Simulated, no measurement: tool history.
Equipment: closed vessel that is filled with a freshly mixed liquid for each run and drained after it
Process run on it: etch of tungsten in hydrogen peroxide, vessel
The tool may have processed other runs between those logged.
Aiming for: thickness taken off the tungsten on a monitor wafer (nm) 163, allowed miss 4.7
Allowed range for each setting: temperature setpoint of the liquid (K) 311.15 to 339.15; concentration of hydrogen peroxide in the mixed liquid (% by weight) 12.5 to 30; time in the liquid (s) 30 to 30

| run | hour | temperature setpoint of the liquid (K) | concentration of hydrogen peroxide in the mixed liquid (% by weight) | time in the liquid (s) | thickness taken off the tungsten on a monitor wafer (nm) |
|---|---|---|---|---|---|
| 1 | 0 | 327.15 | 23.5 | 30 | 95.339 |
| 2 | 0.8 | 327.15 | 23.5 | 30 | 95.395 |
| 3 | 3.3 | 330.15 | 23.5 | 30 | 113.69 |
| 4 | 9.1 | 330.15 | 23.5 | 30 | 115.22 |
| 5 | 10.2 | 330.15 | 23.5 | 30 | 113.4 |
| 6 | 17 | 330.15 | 23.5 | 30 | 114.81 |
| 7 | 21.1 | 332.15 | 23.5 | 30 | 127.14 |
| 8 | 29.3 | 333.65 | 23.5 | 30 | 139.25 |

Of the 5 settings listed for the next run, only one would bring every result within its allowed miss of target. Which one?
| A | 37.5 | 331.15 | 23 | 30 | ? |
| B | 37.5 | 335.65 | 25 | 30 | ? |
| C | 37.5 | 329.65 | 25 | 30 | ? |
| D | 37.5 | 337.15 | 24.5 | 30 | ? |
| E | 37.5 | 335.15 | 22 | 30 | ? |

| move | thickness taken off the tungsten on a monitor wafer (nm) |
|---|---|
| A | 120.27 |
| B | 162.36 |
| C | 114.86 |
| D | 174.92 |
| E | 148.05 |
A: the biggest miss grows against the last run
B: each result inside its tolerance
C: the biggest miss grows against the last run
D: the result that was furthest off in the last run now lies on the other side of its target
E: nearer the targets than the last run, but a result is still out of spec
B is the move that brings every result within its allowed miss.

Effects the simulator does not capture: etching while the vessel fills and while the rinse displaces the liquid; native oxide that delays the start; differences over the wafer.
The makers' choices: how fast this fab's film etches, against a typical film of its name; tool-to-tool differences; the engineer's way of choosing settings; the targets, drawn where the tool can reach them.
